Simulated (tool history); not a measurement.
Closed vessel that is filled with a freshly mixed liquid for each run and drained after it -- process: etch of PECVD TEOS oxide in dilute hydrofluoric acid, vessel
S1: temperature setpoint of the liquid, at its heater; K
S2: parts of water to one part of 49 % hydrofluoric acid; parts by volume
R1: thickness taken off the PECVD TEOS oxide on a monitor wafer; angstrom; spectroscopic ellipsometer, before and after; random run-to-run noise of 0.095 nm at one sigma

{"run": 1, "day": 0.0, "S1": 293.15, "S2": 175, "time in the liquid (s)": 440, "R1": 158.54}
{"run": 2, "day": 0.183, "S1": 293.15, "S2": 175, "time in the liquid (s)": 315, "R1": 114.56}
{"run": 3, "day": 0.35, "S1": 294.65, "S2": 160, "time in the liquid (s)": 315, "R1": 135.42}
{"run": 4, "day": 0.579, "S1": 295.65, "S2": 140, "time in the liquid (s)": 315, "R1": 162.81}
{"run": 5, "day": 0.667, "S1": 295.65, "S2": 190, "time in the liquid (s)": 315, "R1": 114.07}
{"run": 6, "day": 0.95, "S1": 298.65, "S2": 190, "time in the liquid (s)": 315, "R1": 127.59}
{"run": 7, "day": 1.004, "S1": 299.15, "S2": 170, "time in the liquid (s)": 315, "R1": 149.19}
{"run": 8, "day": 1.192, "S1": 299.65, "S2": 155, "time in the liquid (s)": 315, "R1": 168.89}
{"run": 9, "day": 1.333, "S1": 300.15, "S2": 145, "time in the liquid (s)": 315, "R1": 188.35}
{"run": 10, "day": 1.379, "S1": 300.15, "S2": 140, "time in the liquid (s)": 315, "R1": 193.28}

Run 11 has not been measured yet. What should we expect?
{"run": 11, "day": 1.683, "S1": 300.15, "S2": 135, "time in the liquid (s)": 315, "R1": "?"}

Run 11 came out at R1 201.98 angstrom.
